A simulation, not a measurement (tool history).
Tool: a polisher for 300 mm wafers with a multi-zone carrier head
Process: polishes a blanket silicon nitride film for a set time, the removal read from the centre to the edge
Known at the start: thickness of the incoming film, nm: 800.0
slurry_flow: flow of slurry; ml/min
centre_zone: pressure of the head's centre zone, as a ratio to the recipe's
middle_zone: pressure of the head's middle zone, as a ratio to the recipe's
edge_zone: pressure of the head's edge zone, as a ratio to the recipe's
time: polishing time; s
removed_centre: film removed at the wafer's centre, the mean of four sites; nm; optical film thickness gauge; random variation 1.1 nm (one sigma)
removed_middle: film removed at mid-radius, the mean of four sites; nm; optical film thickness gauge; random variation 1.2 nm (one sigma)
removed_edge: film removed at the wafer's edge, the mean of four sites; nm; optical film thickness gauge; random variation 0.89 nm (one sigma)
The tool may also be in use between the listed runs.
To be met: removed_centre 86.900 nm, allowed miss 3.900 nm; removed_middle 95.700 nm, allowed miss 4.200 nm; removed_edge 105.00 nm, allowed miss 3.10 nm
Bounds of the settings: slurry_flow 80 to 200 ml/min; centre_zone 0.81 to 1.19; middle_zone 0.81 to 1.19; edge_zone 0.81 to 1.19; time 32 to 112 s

{"run": 1, "hour": 0.0, "slurry_flow": 130, "centre_zone": 1.0, "middle_zone": 1.0, "edge_zone": 1.0, "time": 72, "removed_centre": 105.92, "removed_middle": 107.78, "removed_edge": 102.73}
{"run": 2, "hour": 8.2, "slurry_flow": 120, "centre_zone": 0.97, "middle_zone": 0.98, "edge_zone": 1.02, "time": 72, "removed_centre": 98.664, "removed_middle": 102.74, "removed_edge": 102.76}
{"run": 3, "hour": 12.5, "slurry_flow": 120, "centre_zone": 0.97, "middle_zone": 0.98, "edge_zone": 1.02, "time": 86, "removed_centre": 120.9, "removed_middle": 119.83, "removed_edge": 124.18}
{"run": 4, "hour": 14.9, "slurry_flow": 115, "centre_zone": 0.94, "middle_zone": 0.96, "edge_zone": 1.0, "time": 84, "removed_centre": 110.45, "removed_middle": 118.71, "removed_edge": 118.93}
{"run": 5, "hour": 21.8, "slurry_flow": 125, "centre_zone": 0.94, "middle_zone": 0.96, "edge_zone": 1.0, "time": 84, "removed_centre": 112.84, "removed_middle": 119.19, "removed_edge": 121.09}
{"run": 6, "hour": 26.5, "slurry_flow": 125, "centre_zone": 0.94, "middle_zone": 0.96, "edge_zone": 1.07, "time": 84, "removed_centre": 113.77, "removed_middle": 121.54, "removed_edge": 126.94}
{"run": 7, "hour": 28.3, "slurry_flow": 115, "centre_zone": 0.92, "middle_zone": 0.93, "edge_zone": 1.04, "time": 83, "removed_centre": 110.29, "removed_middle": 113.04, "removed_edge": 119.54}
{"run": 8, "hour": 31.6, "slurry_flow": 110, "centre_zone": 0.89, "middle_zone": 0.92, "edge_zone": 1.05, "time": 81, "removed_centre": 100.75, "removed_middle": 106.49, "removed_edge": 117.71}
{"run": 9, "hour": 36.2, "slurry_flow": 105, "centre_zone": 0.88, "middle_zone": 0.92, "edge_zone": 1.03, "time": 80, "removed_centre": 97.284, "removed_middle": 106.69, "removed_edge": 113.8}
{"run": 10, "hour": 42.5, "slurry_flow": 100, "centre_zone": 0.87, "middle_zone": 0.91, "edge_zone": 1.02, "time": 79, "removed_centre": 94.728, "removed_middle": 104.36, "removed_edge": 110.05}
{"run": 11, "hour": 47.1, "slurry_flow": 95, "centre_zone": 0.86, "middle_zone": 0.9, "edge_zone": 1.02, "time": 79, "removed_centre": 88.316, "removed_middle": 98.889, "removed_edge": 109.03}

Which of these 5 next moves meets every target?
{"run": "A", "hour": 51.7, "slurry_flow": 80, "centre_zone": 0.85, "middle_zone": 0.83, "edge_zone": 1.14, "time": 83, "removed_centre": "?", "removed_middle": "?", "removed_edge": "?"}
{"run": "B", "hour": 51.7, "slurry_flow": 100, "centre_zone": 0.85, "middle_zone": 0.97, "edge_zone": 0.93, "time": 77, "removed_centre": "?", "removed_middle": "?", "removed_edge": "?"}
{"run": "C", "hour": 51.7, "slurry_flow": 115, "centre_zone": 0.81, "middle_zone": 0.9, "edge_zone": 1.19, "time": 73, "removed_centre": "?", "removed_middle": "?", "removed_edge": "?"}
{"run": "D", "hour": 51.7, "slurry_flow": 110, "centre_zone": 0.81, "middle_zone": 0.9, "edge_zone": 1.07, "time": 82, "removed_centre": "?", "removed_middle": "?", "removed_edge": "?"}
{"run": "E", "hour": 51.7, "slurry_flow": 95, "centre_zone": 0.85, "middle_zone": 0.89, "edge_zone": 1.01, "time": 76, "removed_centre": "?", "removed_middle": "?", "removed_edge": "?"}

move=A removed_centre=85.649 removed_middle=91.735 removed_edge=115.66
move=B removed_centre=87.690 removed_middle=103.160 removed_edge=102.45
move=C removed_centre=83.551 removed_middle=96.778 removed_edge=113.04
move=D removed_centre=92.500 removed_middle=107.360 removed_edge=119.20
move=E removed_centre=84.794 removed_middle=94.200 removed_edge=104.04
A: further off than the last run
B: brings the result that was furthest off to its target, and leaves another outside
C: further off than the last run
D: further off than the last run
E: meets every target
The right move is E.

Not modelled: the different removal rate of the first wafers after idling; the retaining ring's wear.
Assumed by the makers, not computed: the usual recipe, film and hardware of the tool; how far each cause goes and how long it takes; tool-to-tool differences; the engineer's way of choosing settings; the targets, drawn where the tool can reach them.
